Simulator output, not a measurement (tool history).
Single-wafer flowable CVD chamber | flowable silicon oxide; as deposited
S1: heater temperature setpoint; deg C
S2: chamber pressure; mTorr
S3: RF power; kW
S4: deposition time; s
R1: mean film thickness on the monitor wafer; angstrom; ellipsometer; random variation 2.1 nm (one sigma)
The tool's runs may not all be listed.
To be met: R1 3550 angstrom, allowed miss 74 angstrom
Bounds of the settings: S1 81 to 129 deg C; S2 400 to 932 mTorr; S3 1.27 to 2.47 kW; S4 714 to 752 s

run	hour	S1	S2	S3	S4	R1
1	0	105	666	1.87	752	2681
2	1.9	105	666	2.015	752	2724
3	6.9	105	558	2.015	752	2316.7
4	10	105	558	2.015	752	2315
5	16.1	102	559	2.015	752	2591.7
6	25	100	559	2.015	752	2811.6
7	31.6	98	559	2.015	752	3002.5
8	34.5	97	559	2.015	752	3147.3
# hour 35.5: capacitance manometer re-zeroed and calibrated
9	35.5	96	559	2.015	752	3479

5 next moves are on the table. One of them brings every result within its allowed miss. Which?
A	36.5	95	554	2.055	714	?
B	36.5	96	554	2.3	730	?
C	36.5	93	523	1.72	732	?
D	36.5	97	603	2.055	748	?
E	36.5	92	460	1.94	752	?

move	R1
A	3423.5
B	3437.7
C	3434.7
D	3606.5
E	3367.3
A: further off than the last run
B: further off than the last run
C: further off than the last run
D: meets every target
E: further off than the last run
Answer: D
